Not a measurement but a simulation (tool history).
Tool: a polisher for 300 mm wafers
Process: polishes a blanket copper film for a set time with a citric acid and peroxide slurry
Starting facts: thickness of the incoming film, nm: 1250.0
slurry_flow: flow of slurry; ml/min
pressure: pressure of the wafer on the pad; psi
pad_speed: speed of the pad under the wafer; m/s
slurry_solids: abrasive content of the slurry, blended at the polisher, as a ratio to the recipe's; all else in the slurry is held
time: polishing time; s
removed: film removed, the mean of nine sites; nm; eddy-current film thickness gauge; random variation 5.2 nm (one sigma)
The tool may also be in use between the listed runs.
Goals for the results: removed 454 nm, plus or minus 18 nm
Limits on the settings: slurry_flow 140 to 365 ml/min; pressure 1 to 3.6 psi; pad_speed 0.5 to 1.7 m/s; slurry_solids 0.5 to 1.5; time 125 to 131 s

Run 1, hour 0: slurry_flow 235 ml/min, pressure 2.3 psi, pad_speed 1.1 m/s, slurry_solids 1, time 125 s. Result: removed 238.51 nm.
Run 2, hour 6.8: slurry_flow 235 ml/min, pressure 2.3 psi, pad_speed 1.1 m/s, slurry_solids 0.9, time 125 s. Result: removed 229.07 nm.
Run 3, hour 9.7: slurry_flow 235 ml/min, pressure 2.7 psi, pad_speed 1.14 m/s, slurry_solids 0.9, time 125 s. Result: removed 272.15 nm.
Run 4, hour 10.8: slurry_flow 190 ml/min, pressure 2.7 psi, pad_speed 1.14 m/s, slurry_solids 0.9, time 125 s. Result: removed 264.76 nm.
Run 5, hour 13.8: slurry_flow 220 ml/min, pressure 2.7 psi, pad_speed 1.14 m/s, slurry_solids 0.9, time 125 s. Result: removed 269.47 nm.
Run 6, hour 18.2: slurry_flow 220 ml/min, pressure 2.7 psi, pad_speed 1.38 m/s, slurry_solids 0.9, time 125 s. Result: removed 318.48 nm.
Run 7, hour 24.4: slurry_flow 225 ml/min, pressure 2.9 psi, pad_speed 1.4 m/s, slurry_solids 0.9, time 125 s. Result: removed 343.97 nm.
At hour 29.7: worn pad replaced by a new one.
Run 8, hour 29.7: slurry_flow 225 ml/min, pressure 3.1 psi, pad_speed 1.42 m/s, slurry_solids 0.9, time 125 s. Result: removed 421.65 nm.
Run 9, hour 34.3: slurry_flow 235 ml/min, pressure 3.1 psi, pad_speed 1.42 m/s, slurry_solids 0.9, time 125 s. Result: removed 427.34 nm.

Which single option among these 4 for the next run brings every result within its allowed miss of target? Just one does.
Run A, hour 38.9: slurry_flow 245 ml/min, pressure 3.3 psi, pad_speed 1.2 m/s, slurry_solids 0.95, time 125 s. Result: removed ?.
Run B, hour 38.9: slurry_flow 220 ml/min, pressure 3.6 psi, pad_speed 1.34 m/s, slurry_solids 0.75, time 129 s. Result: removed ?.
Run C, hour 38.9: slurry_flow 205 ml/min, pressure 3 psi, pad_speed 1.42 m/s, slurry_solids 0.95, time 128 s. Result: removed ?.
Run D, hour 38.9: slurry_flow 340 ml/min, pressure 2.4 psi, pad_speed 1.52 m/s, slurry_solids 1.15, time 127 s. Result: removed ?.

move  removed
   A   406.48
   B   455.04
   C   425.46
   D   403.89
A: moves away from the targets compared with the last run
B: all results in spec
C: moves away from the targets compared with the last run
D: moves away from the targets compared with the last run
The right move is B.
